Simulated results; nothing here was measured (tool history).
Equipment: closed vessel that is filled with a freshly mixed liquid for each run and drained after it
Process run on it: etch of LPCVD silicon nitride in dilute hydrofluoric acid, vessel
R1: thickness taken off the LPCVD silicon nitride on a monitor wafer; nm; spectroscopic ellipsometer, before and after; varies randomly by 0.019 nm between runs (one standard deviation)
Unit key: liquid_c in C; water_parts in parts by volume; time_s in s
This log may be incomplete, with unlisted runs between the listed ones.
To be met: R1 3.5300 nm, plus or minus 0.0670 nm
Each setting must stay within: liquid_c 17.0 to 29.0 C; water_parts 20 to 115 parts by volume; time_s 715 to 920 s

Run 1, hour 0.0: liquid_c 21.0 C, water_parts 65 parts by volume, time_s 920 s. Result: R1 4.9977 nm.
Run 2, hour 2.1: liquid_c 21.0 C, water_parts 45 parts by volume, time_s 920 s. Result: R1 7.1853 nm.
Run 3, hour 6.7: liquid_c 23.0 C, water_parts 45 parts by volume, time_s 920 s. Result: R1 8.2089 nm.
Run 4, hour 15.2: liquid_c 23.0 C, water_parts 50 parts by volume, time_s 920 s. Result: R1 7.4042 nm.
Run 5, hour 20.4: liquid_c 21.0 C, water_parts 55 parts by volume, time_s 920 s. Result: R1 5.8826 nm.
Run 6, hour 26.7: liquid_c 21.0 C, water_parts 55 parts by volume, time_s 715 s. Result: R1 4.5506 nm.
Run 7, hour 29.6: liquid_c 20.0 C, water_parts 55 parts by volume, time_s 715 s. Result: R1 4.2155 nm.
Run 8, hour 31.5: liquid_c 19.5 C, water_parts 55 parts by volume, time_s 715 s. Result: R1 4.1204 nm.
Run 9, hour 37.5: liquid_c 19.0 C, water_parts 55 parts by volume, time_s 715 s. Result: R1 4.0167 nm.
Run 10, hour 43.7: liquid_c 18.5 C, water_parts 55 parts by volume, time_s 715 s. Result: R1 3.8473 nm.
Run 11, hour 47.2: liquid_c 18.0 C, water_parts 55 parts by volume, time_s 715 s. Result: R1 3.7311 nm.

Below are 4 possible settings for the next run. Only one of them brings all results inside the allowed miss of their targets. Which is it?
Run A, hour 50.7: liquid_c 21.0 C, water_parts 70 parts by volume, time_s 725 s. Result: R1 ?.
Run B, hour 50.7: liquid_c 17.0 C, water_parts 50 parts by volume, time_s 715 s. Result: R1 ?.
Run C, hour 50.7: liquid_c 18.5 C, water_parts 55 parts by volume, time_s 715 s. Result: R1 ?.
Run D, hour 50.7: liquid_c 17.0 C, water_parts 60 parts by volume, time_s 795 s. Result: R1 ?.

move      R1
   A  3.6633
   B  3.7917
   C  3.8431
   D  3.5333
A: gains on the last run, yet a result remains outside its allowed miss
B: further off than the last run
C: further off than the last run
D: all results land within tolerance of their targets
The move that meets every target is D.

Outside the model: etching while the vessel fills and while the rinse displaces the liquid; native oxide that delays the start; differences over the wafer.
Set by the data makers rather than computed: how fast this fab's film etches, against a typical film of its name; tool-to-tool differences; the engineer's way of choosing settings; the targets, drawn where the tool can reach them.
